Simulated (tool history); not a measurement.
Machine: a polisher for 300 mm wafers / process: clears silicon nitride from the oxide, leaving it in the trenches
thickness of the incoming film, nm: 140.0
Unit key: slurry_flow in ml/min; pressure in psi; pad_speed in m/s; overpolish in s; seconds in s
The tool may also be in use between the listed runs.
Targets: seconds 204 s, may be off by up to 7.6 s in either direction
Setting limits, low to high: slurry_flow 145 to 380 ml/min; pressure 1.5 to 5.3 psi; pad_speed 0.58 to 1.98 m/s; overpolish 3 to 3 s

| run | day | slurry_flow | pressure | pad_speed | overpolish | seconds |
|---|---|---|---|---|---|---|
| 1 | 0 | 245 | 3.4 | 1.28 | 3 | 95.005 |
| 2 | 0.262 | 245 | 3 | 1.28 | 3 | 108.25 |
| 3 | 0.546 | 245 | 3 | 1.06 | 3 | 129.46 |
| 4 | 0.783 | 245 | 2.8 | 1.06 | 3 | 138.48 |
| 5 | 1.021 | 245 | 2.8 | 1.36 | 3 | 109.53 |
| 6 | 1.138 | 245 | 2.6 | 1.32 | 3 | 117.11 |
| 7 | 1.438 | 245 | 2.4 | 1.28 | 3 | 132.73 |
| 8 | 1.65 | 245 | 2.2 | 1.26 | 3 | 147.17 |
| 9 | 1.733 | 245 | 2.1 | 1.24 | 3 | 156.57 |
| 10 | 2.104 | 245 | 2 | 1.24 | 3 | 159.52 |
| 11 | 2.188 | 245 | 2 | 1.24 | 3 | 160.57 |
| 12 | 2.242 | 245 | 1.9 | 1.22 | 3 | 170.08 |

4 candidate next runs follow, results not yet known. Just one meets every target within its allowed miss. Identify it.
| A | 2.296 | 240 | 2 | 1.04 | 3 | ? |
| B | 2.296 | 190 | 1.7 | 1.3 | 3 | ? |
| C | 2.296 | 235 | 1.6 | 1.26 | 3 | ? |
| D | 2.296 | 270 | 2.2 | 0.88 | 3 | ? |

| move | seconds |
|---|---|
| A | 191.09 |
| B | 183.61 |
| C | 193.45 |
| D | 203.29 |
A: nearer than the last run, and not there yet
B: nearer than the last run, and not there yet
C: nearer than the last run, and not there yet
D: meets every target
D is the move that brings every result within its allowed miss.
